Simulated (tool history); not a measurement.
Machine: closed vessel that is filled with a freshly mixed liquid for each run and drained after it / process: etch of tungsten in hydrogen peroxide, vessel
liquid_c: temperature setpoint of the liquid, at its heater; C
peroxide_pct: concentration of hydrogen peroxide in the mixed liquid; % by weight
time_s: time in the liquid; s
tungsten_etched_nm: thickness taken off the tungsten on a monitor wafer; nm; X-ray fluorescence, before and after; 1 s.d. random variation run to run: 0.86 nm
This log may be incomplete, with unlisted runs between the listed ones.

| run | hour | liquid_c | peroxide_pct | time_s | tungsten_etched_nm |
|---|---|---|---|---|---|
| 1 | 0 | 50 | 15 | 30 | 36.269 |
| 2 | 2.9 | 55 | 15 | 30 | 50.049 |
| 3 | 3.9 | 55 | 17 | 30 | 52.802 |
| 4 | 7.8 | 58 | 17 | 30 | 63.573 |
| 5 | 10.9 | 55 | 17 | 30 | 52.441 |
| 6 | 18.9 | 58 | 17 | 30 | 62.67 |

Run 7 is up next; what results do you expect?
| 7 | 22.7 | 64.5 | 17 | 30 | ? |

tungsten_etched_nm: 91.638 nm
